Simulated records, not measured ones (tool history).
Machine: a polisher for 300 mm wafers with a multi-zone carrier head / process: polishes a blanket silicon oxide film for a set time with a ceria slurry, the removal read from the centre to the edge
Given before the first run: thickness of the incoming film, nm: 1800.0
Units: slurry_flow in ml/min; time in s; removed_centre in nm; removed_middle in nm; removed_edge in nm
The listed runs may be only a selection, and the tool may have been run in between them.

Run 1, hour 0.0: slurry_flow 150 ml/min, centre_zone 1.00, middle_zone 1.00, edge_zone 1.00, time 61 s. Result: removed_centre 231.10 nm, removed_middle 228.56 nm, removed_edge 238.08 nm.
Run 2, hour 4.1: slurry_flow 150 ml/min, centre_zone 1.00, middle_zone 1.06, edge_zone 1.00, time 61 s. Result: removed_centre 228.69 nm, removed_middle 241.90 nm, removed_edge 234.75 nm.
Run 3, hour 9.6: slurry_flow 155 ml/min, centre_zone 1.01, middle_zone 1.06, edge_zone 1.01, time 62 s. Result: removed_centre 238.58 nm, removed_middle 251.36 nm, removed_edge 241.28 nm.
Run 4, hour 12.5: slurry_flow 160 ml/min, centre_zone 1.02, middle_zone 1.06, edge_zone 1.02, time 62 s. Result: removed_centre 238.67 nm, removed_middle 254.18 nm, removed_edge 244.86 nm.
Run 5, hour 20.0: slurry_flow 165 ml/min, centre_zone 1.03, middle_zone 1.06, edge_zone 1.03, time 62 s. Result: removed_centre 242.24 nm, removed_middle 256.72 nm, removed_edge 244.59 nm.
Run 6, hour 25.9: slurry_flow 165 ml/min, centre_zone 1.04, middle_zone 1.05, edge_zone 1.04, time 63 s. Result: removed_centre 248.90 nm, removed_middle 257.32 nm, removed_edge 253.39 nm.
Run 7, hour 34.3: slurry_flow 170 ml/min, centre_zone 1.05, middle_zone 1.05, edge_zone 1.05, time 63 s. Result: removed_centre 258.71 nm, removed_middle 257.18 nm, removed_edge 253.68 nm.

Expected results for the next run?
Run 8, hour 37.8: slurry_flow 175 ml/min, centre_zone 1.05, middle_zone 1.05, edge_zone 1.06, time 63 s. Result: removed_centre ?, removed_middle ?, removed_edge ?.

removed_centre: 254.67 nm
removed_middle: 261.84 nm
removed_edge: 256.67 nm

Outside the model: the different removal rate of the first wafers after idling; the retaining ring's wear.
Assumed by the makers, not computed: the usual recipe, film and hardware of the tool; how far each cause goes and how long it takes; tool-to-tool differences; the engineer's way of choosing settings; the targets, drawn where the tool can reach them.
